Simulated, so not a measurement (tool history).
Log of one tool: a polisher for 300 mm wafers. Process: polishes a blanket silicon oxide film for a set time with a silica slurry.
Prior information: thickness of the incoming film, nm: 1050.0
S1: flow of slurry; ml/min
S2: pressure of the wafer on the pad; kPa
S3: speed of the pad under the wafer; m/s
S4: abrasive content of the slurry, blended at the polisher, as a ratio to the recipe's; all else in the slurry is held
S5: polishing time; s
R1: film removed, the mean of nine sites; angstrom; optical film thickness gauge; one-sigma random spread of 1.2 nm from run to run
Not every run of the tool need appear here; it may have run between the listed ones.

| run | hour | S1 | S2 | S3 | S4 | S5 | R1 |
|---|---|---|---|---|---|---|---|
| 1 | 0.0 | 255 | 35.9 | 1.26 | 1.0 | 102 | 4079.2 |
| 2 | 8.6 | 250 | 32.4 | 1.20 | 1.0 | 102 | 3574.4 |
| 3 | 16.8 | 250 | 29.6 | 1.14 | 1.0 | 102 | 3096.2 |
| 4 | 19.7 | 300 | 29.6 | 1.14 | 1.0 | 102 | 3200.4 |
| 5 | 24.9 | 300 | 29.6 | 1.14 | 1.0 | 108 | 3339.0 |
| 6 | 27.4 | 300 | 27.6 | 1.08 | 1.0 | 108 | 2991.9 |
| 7 | 35.7 | 300 | 25.5 | 1.04 | 1.0 | 108 | 2724.9 |
| 8 | 36.7 | 300 | 24.1 | 1.02 | 1.0 | 108 | 2517.4 |
| 9 | 39.0 | 295 | 22.8 | 1.00 | 1.0 | 108 | 2317.6 |
| 10 | 42.3 | 285 | 22.1 | 1.00 | 1.0 | 108 | 2284.2 |
| 11 | 51.1 | 280 | 21.4 | 1.00 | 1.0 | 108 | 2185.6 |
| 12 | 59.5 | 270 | 20.7 | 1.00 | 1.0 | 108 | 2097.8 |
| 13 | 68.3 | 270 | 20.7 | 1.00 | 1.0 | 108 | 2137.7 |

What will run 14 give?
| 14 | 70.3 | 260 | 20.0 | 1.00 | 1.0 | 108 | ? |

R1: 2035.0 angstrom
